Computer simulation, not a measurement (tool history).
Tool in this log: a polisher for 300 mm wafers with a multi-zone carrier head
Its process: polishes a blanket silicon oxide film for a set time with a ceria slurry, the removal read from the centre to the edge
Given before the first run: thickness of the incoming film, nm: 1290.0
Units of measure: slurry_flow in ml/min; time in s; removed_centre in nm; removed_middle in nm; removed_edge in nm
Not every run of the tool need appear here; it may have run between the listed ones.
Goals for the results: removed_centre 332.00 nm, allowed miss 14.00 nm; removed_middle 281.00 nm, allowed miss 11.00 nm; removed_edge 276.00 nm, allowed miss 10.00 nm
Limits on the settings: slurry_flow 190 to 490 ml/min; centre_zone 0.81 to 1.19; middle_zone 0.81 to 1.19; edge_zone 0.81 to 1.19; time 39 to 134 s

run 1 hour=0.0 | slurry_flow=315 centre_zone=1.00 middle_zone=1.00 edge_zone=1.00 time=86 | removed_centre=317.68 removed_middle=335.98 removed_edge=338.02
run 2 hour=2.4 | slurry_flow=315 centre_zone=1.00 middle_zone=1.00 edge_zone=1.00 time=78 | removed_centre=286.14 removed_middle=314.72 removed_edge=298.60
run 3 hour=9.8 | slurry_flow=315 centre_zone=1.04 middle_zone=0.97 edge_zone=0.98 time=77 | removed_centre=289.95 removed_middle=294.01 removed_edge=289.40
run 4 hour=13.0 | slurry_flow=315 centre_zone=1.09 middle_zone=0.97 edge_zone=0.98 time=77 | removed_centre=301.36 removed_middle=302.79 removed_edge=293.26
run 5 hour=15.4 | slurry_flow=320 centre_zone=1.12 middle_zone=0.94 edge_zone=0.94 time=78 | removed_centre=315.55 removed_middle=290.02 removed_edge=289.39
run 6 hour=18.6 | slurry_flow=320 centre_zone=1.12 middle_zone=0.94 edge_zone=1.00 time=78 | removed_centre=312.29 removed_middle=294.68 removed_edge=302.14
-- hour=21.2 centre zone pressure recalibrated
run 7 hour=21.2 | slurry_flow=320 centre_zone=1.19 middle_zone=0.93 edge_zone=0.90 time=76 | removed_centre=354.16 removed_middle=286.08 removed_edge=283.55
run 8 hour=27.8 | slurry_flow=320 centre_zone=1.18 middle_zone=0.93 edge_zone=0.90 time=76 | removed_centre=363.89 removed_middle=286.45 removed_edge=273.48
run 9 hour=32.1 | slurry_flow=280 centre_zone=1.08 middle_zone=0.94 edge_zone=1.00 time=74 | removed_centre=315.00 removed_middle=273.79 removed_edge=283.24
run 10 hour=36.6 | slurry_flow=275 centre_zone=1.09 middle_zone=0.95 edge_zone=0.99 time=74 | removed_centre=312.87 removed_middle=279.34 removed_edge=278.62
run 11 hour=44.2 | slurry_flow=265 centre_zone=1.09 middle_zone=0.95 edge_zone=0.99 time=74 | removed_centre=317.46 removed_middle=271.70 removed_edge=284.02

Which single option among these 4 for the next run brings every result within its allowed miss of target? Just one does.
run A hour=51.8 | slurry_flow=280 centre_zone=1.19 middle_zone=0.93 edge_zone=0.89 time=77 | removed_centre=? removed_middle=? removed_edge=?
run B hour=51.8 | slurry_flow=225 centre_zone=1.06 middle_zone=0.91 edge_zone=1.19 time=73 | removed_centre=? removed_middle=? removed_edge=?
run C hour=51.8 | slurry_flow=260 centre_zone=0.95 middle_zone=0.92 edge_zone=0.97 time=83 | removed_centre=? removed_middle=? removed_edge=?
run D hour=51.8 | slurry_flow=330 centre_zone=1.14 middle_zone=0.94 edge_zone=0.98 time=73 | removed_centre=? removed_middle=? removed_edge=?

move=A removed_centre=368.10 removed_middle=284.86 removed_edge=273.39
move=B removed_centre=303.25 removed_middle=259.61 removed_edge=294.05
move=C removed_centre=313.81 removed_middle=302.55 removed_edge=305.16
move=D removed_centre=339.47 removed_middle=276.39 removed_edge=274.01
A: carries the result that was furthest off beyond its target, to the other side
B: moves away from the targets compared with the last run
C: moves away from the targets compared with the last run
D: all results land within tolerance of their targets
The move that meets every target is D.

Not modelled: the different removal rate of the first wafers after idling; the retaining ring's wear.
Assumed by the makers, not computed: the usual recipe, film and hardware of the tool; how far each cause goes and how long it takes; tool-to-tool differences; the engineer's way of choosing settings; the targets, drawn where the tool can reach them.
